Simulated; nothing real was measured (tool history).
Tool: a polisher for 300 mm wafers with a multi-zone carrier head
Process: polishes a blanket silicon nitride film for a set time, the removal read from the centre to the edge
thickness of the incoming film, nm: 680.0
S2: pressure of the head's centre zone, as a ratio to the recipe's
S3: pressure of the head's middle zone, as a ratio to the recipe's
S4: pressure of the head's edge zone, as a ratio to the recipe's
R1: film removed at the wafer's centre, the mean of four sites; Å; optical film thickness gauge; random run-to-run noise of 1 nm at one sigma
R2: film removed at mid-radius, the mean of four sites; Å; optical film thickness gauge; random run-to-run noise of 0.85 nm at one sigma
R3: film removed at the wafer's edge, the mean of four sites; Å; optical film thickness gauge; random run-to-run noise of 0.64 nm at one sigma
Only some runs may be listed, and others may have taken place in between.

run 1 hour=0 | flow_of_slurry_(ml/min)=135 S2=1 S3=1 S4=1 polishing_time_(s)=70 | R1=798.42 R2=787.31 R3=793.25
run 2 hour=1.4 | flow_of_slurry_(ml/min)=150 S2=1.03 S3=1.04 S4=1.04 polishing_time_(s)=71 | R1=879.71 R2=839.36 R3=826.3
run 3 hour=10 | flow_of_slurry_(ml/min)=150 S2=1.03 S3=1.09 S4=1.04 polishing_time_(s)=71 | R1=868.2 R2=889.83 R3=826.08
run 4 hour=12.1 | flow_of_slurry_(ml/min)=150 S2=1.03 S3=1.06 S4=1.04 polishing_time_(s)=71 | R1=863.44 R2=856.79 R3=828.11
run 5 hour=15.9 | flow_of_slurry_(ml/min)=150 S2=1.11 S3=1.06 S4=1.04 polishing_time_(s)=71 | R1=952.16 R2=848.89 R3=818.44
run 6 hour=23.1 | flow_of_slurry_(ml/min)=160 S2=1.1 S3=1.09 S4=1.07 polishing_time_(s)=72 | R1=946.36 R2=909.63 R3=860.5

The next listed run, before its measurement:
run 7 hour=26.1 | flow_of_slurry_(ml/min)=170 S2=1.11 S3=1.11 S4=1.09 polishing_time_(s)=73 | R1=? R2=? R3=?

{"run 7": {"R1": 981.8, "R2": 961.4, "R3": 881.94}}

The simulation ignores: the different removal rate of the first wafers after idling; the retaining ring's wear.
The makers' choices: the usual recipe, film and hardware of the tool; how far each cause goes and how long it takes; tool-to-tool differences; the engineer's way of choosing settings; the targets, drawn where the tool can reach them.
